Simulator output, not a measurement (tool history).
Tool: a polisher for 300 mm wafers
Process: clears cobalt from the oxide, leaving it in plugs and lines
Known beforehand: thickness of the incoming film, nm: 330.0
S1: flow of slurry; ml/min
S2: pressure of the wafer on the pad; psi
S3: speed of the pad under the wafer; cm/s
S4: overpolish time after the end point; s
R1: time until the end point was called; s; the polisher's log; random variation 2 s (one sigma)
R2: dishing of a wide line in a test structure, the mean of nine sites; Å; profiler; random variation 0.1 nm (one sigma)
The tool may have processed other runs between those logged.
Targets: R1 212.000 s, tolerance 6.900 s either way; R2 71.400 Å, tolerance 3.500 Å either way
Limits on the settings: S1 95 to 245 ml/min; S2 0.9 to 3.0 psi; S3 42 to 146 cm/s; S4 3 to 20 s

{"run": 1, "hour": 0.0, "S1": 155, "S2": 1.9, "S3": 94, "S4": 10, "R1": 80.16, "R2": 268.06}
{"run": 2, "hour": 3.7, "S1": 155, "S2": 1.8, "S3": 88, "S4": 9, "R1": 89.296, "R2": 236.81}
{"run": 3, "hour": 10.9, "S1": 155, "S2": 1.5, "S3": 88, "S4": 9, "R1": 103.94, "R2": 210.33}
{"run": 4, "hour": 14.9, "S1": 155, "S2": 1.5, "S3": 88, "S4": 7, "R1": 104.89, "R2": 173.59}
{"run": 5, "hour": 15.5, "S1": 155, "S2": 1.5, "S3": 76, "S4": 7, "R1": 122.6, "R2": 156.04}
{"run": 6, "hour": 20.6, "S1": 155, "S2": 1.9, "S3": 76, "S4": 7, "R1": 100.98, "R2": 182.72}
{"run": 7, "hour": 24.4, "S1": 160, "S2": 1.8, "S3": 74, "S4": 7, "R1": 106.59, "R2": 174.43}
{"run": 8, "hour": 28.6, "S1": 165, "S2": 1.7, "S3": 70, "S4": 7, "R1": 117.51, "R2": 159.23}
{"run": 9, "hour": 32.7, "S1": 170, "S2": 1.6, "S3": 68, "S4": 7, "R1": 124.15, "R2": 149.26}
{"run": 10, "hour": 35.6, "S1": 170, "S2": 1.5, "S3": 66, "S4": 7, "R1": 134.27, "R2": 144.86}
{"run": 11, "hour": 41.1, "S1": 175, "S2": 1.4, "S3": 64, "S4": 7, "R1": 149.47, "R2": 129.91}
{"run": 12, "hour": 41.9, "S1": 220, "S2": 0.9, "S3": 52, "S4": 3, "R1": 245.86, "R2": 38.612}
{"run": 13, "hour": 48.3, "S1": 210, "S2": 0.9, "S3": 52, "S4": 3, "R1": 241.45, "R2": 37.614}
{"run": 14, "hour": 51.7, "S1": 205, "S2": 0.9, "S3": 52, "S4": 3, "R1": 246.31, "R2": 39.135}
{"run": 15, "hour": 52.9, "S1": 195, "S2": 0.9, "S3": 52, "S4": 3, "R1": 247.9, "R2": 37.016}
{"run": 16, "hour": 56.1, "S1": 180, "S2": 1.1, "S3": 48, "S4": 5, "R1": 236.88, "R2": 64.861}

Consider the 4 candidate settings below. Which is the only one whose results all fall within their allowed miss of target?
{"run": "A", "hour": 59.3, "S1": 170, "S2": 1.1, "S3": 54, "S4": 5, "R1": "?", "R2": "?"}
{"run": "B", "hour": 59.3, "S1": 205, "S2": 0.9, "S3": 44, "S4": 7, "R1": "?", "R2": "?"}
{"run": "C", "hour": 59.3, "S1": 185, "S2": 0.9, "S3": 48, "S4": 5, "R1": "?", "R2": "?"}
{"run": "D", "hour": 59.3, "S1": 195, "S2": 0.9, "S3": 50, "S4": 5, "R1": "?", "R2": "?"}

move=A R1=216.240 R2=71.551
move=B R1=295.720 R2=73.225
move=C R1=276.520 R2=56.960
move=D R1=264.020 R2=59.480
A: all results in spec
B: the biggest miss grows against the last run
C: the biggest miss grows against the last run
D: the biggest miss grows against the last run
So the answer is move A, the one that meets all the targets.

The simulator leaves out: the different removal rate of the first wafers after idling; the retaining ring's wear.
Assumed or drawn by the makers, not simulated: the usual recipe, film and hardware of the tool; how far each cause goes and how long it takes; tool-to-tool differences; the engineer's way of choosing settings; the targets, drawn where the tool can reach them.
